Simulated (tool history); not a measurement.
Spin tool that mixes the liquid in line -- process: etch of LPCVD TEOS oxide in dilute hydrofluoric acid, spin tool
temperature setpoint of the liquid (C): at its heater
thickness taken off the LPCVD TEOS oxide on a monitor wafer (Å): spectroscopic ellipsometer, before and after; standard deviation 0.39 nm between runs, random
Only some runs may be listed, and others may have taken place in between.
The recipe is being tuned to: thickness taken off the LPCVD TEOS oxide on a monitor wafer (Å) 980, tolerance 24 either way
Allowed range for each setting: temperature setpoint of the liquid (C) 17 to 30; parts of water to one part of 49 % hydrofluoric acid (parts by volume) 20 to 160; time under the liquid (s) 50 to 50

run  hour  temperature setpoint of the liquid (C)  parts of water to one part of 49 % hydrofluoric acid (parts by volume)  time under the liquid (s)  thickness taken off the LPCVD TEOS oxide on a monitor wafer (Å)
  1     0                                      22                                                                      90                         50                                                           314.31
  2   7.8                                      23                                                                      85                         50                                                           346.76
  3    13                                      23                                                                      85                         50                                                           346.85
  4  19.6                                    25.5                                                                      85                         50                                                           385.07
  5  27.9                                    25.5                                                                      55                         50                                                           620.02
  6  29.8                                    25.5                                                                      55                         50                                                           615.82
  7  33.2                                      26                                                                      55                         50                                                           632.47
  8  38.8                                    26.5                                                                      55                         50                                                           641.04
  9  40.1                                      27                                                                      55                         50                                                           654.28
 10  46.1                                    27.5                                                                      55                         50                                                           667.83
 11  50.8                                      28                                                                      55                         50                                                           684.13
 12  55.4                                      29                                                                      45                         50                                                           891.65
 13  60.9                                    29.5                                                                      45                         50                                                           896.59
 14    62                                    29.5                                                                      45                         50                                                           904.37
 15  70.1                                      30                                                                      45                         50                                                           920.19

Exactly one of the 4 candidate moves below puts every result within its allowed miss. Which one?
  A  78.2                                    29.5                                                                      40                         50                                                                ?
  B  78.2                                    28.5                                                                      40                         50                                                                ?
  C  78.2                                    27.5                                                                      40                         50                                                                ?
  D  78.2                                    26.5                                                                      40                         50                                                                ?

move  thickness taken off the LPCVD TEOS oxide on a monitor wafer (Å)
   A                                                           1019.8
   B                                                           979.87
   C                                                           941.23
   D                                                           903.83
A: pushes the last run's worst result past its target
B: each result inside its tolerance
C: an improvement on the last run, though not all results are within tolerance
D: its largest miss is bigger than the last run's
B meets every target.
